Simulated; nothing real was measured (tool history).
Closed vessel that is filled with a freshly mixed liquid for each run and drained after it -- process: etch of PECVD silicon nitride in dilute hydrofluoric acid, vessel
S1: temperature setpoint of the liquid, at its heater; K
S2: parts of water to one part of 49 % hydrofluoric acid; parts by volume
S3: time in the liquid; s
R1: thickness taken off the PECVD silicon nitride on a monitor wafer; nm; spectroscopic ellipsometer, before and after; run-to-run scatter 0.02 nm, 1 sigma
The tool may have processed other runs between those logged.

{"run": 1, "hour": 0.0, "S1": 299.15, "S2": 50, "S3": 185, "R1": 9.5262}
{"run": 2, "hour": 5.4, "S1": 298.15, "S2": 50, "S3": 185, "R1": 8.9208}
{"run": 3, "hour": 7.3, "S1": 296.65, "S2": 50, "S3": 185, "R1": 8.0565}
{"run": 4, "hour": 10.8, "S1": 296.65, "S2": 60, "S3": 185, "R1": 6.7889}
{"run": 5, "hour": 15.6, "S1": 299.15, "S2": 60, "S3": 185, "R1": 7.9091}
{"run": 6, "hour": 17.1, "S1": 298.15, "S2": 60, "S3": 185, "R1": 7.4881}
{"run": 7, "hour": 19.5, "S1": 297.15, "S2": 60, "S3": 185, "R1": 6.9891}

The next listed run, before its measurement:
{"run": 8, "hour": 24.8, "S1": 296.15, "S2": 60, "S3": 185, "R1": "?"}

{"run 8": {"R1": 6.5688}}
